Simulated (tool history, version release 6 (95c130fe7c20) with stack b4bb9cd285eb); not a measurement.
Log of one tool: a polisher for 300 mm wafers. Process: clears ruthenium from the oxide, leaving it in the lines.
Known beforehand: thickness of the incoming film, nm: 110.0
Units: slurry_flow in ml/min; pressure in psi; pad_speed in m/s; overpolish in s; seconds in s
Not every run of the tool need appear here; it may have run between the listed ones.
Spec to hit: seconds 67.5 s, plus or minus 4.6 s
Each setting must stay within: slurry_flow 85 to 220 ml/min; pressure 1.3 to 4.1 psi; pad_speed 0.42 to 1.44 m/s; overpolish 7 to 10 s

{"run": 1, "hour": 0.0, "slurry_flow": 140, "pressure": 2.7, "pad_speed": 0.92, "overpolish": 10, "seconds": 87.228}
{"run": 2, "hour": 8.2, "slurry_flow": 140, "pressure": 2.1, "pad_speed": 0.92, "overpolish": 10, "seconds": 112.8}
{"run": 3, "hour": 14.9, "slurry_flow": 140, "pressure": 2.1, "pad_speed": 1.12, "overpolish": 10, "seconds": 93.558}
{"run": 4, "hour": 18.0, "slurry_flow": 140, "pressure": 1.6, "pad_speed": 1.12, "overpolish": 10, "seconds": 116.12}
{"run": 5, "hour": 23.0, "slurry_flow": 140, "pressure": 1.3, "pad_speed": 1.12, "overpolish": 10, "seconds": 136.5}
{"run": 6, "hour": 27.5, "slurry_flow": 140, "pressure": 1.6, "pad_speed": 1.14, "overpolish": 10, "seconds": 115.27}
{"run": 7, "hour": 32.2, "slurry_flow": 140, "pressure": 1.8, "pad_speed": 1.16, "overpolish": 10, "seconds": 104.33}
{"run": 8, "hour": 34.5, "slurry_flow": 140, "pressure": 2, "pad_speed": 1.18, "overpolish": 10, "seconds": 95.52}
{"run": 9, "hour": 38.4, "slurry_flow": 140, "pressure": 2.2, "pad_speed": 1.2, "overpolish": 10, "seconds": 81.395}
{"run": 10, "hour": 41.3, "slurry_flow": 140, "pressure": 2.3, "pad_speed": 1.2, "overpolish": 10, "seconds": 80.732}
{"run": 11, "hour": 45.0, "slurry_flow": 140, "pressure": 2.4, "pad_speed": 1.2, "overpolish": 10, "seconds": 77.071}
{"run": 12, "hour": 54.0, "slurry_flow": 140, "pressure": 2.5, "pad_speed": 1.2, "overpolish": 10, "seconds": 74.791}

5 next moves are on the table. One of them brings every result within its allowed miss. Which?
{"run": "A", "hour": 63.0, "slurry_flow": 145, "pressure": 2.5, "pad_speed": 1.18, "overpolish": 8, "seconds": "?"}
{"run": "B", "hour": 63.0, "slurry_flow": 130, "pressure": 2, "pad_speed": 1.24, "overpolish": 7, "seconds": "?"}
{"run": "C", "hour": 63.0, "slurry_flow": 165, "pressure": 2.1, "pad_speed": 1.22, "overpolish": 9, "seconds": "?"}
{"run": "D", "hour": 63.0, "slurry_flow": 140, "pressure": 2.5, "pad_speed": 1.3, "overpolish": 7, "seconds": "?"}
{"run": "E", "hour": 63.0, "slurry_flow": 165, "pressure": 2.5, "pad_speed": 1.12, "overpolish": 9, "seconds": "?"}

move=A seconds=73.484
move=B seconds=87.314
move=C seconds=81.167
move=D seconds=67.313
move=E seconds=75.535
A: moves toward the targets from the last run without getting all of them in spec
B: its largest miss is bigger than the last run's
C: its largest miss is bigger than the last run's
D: all results in spec
E: its largest miss is bigger than the last run's
The move that meets every target is D.
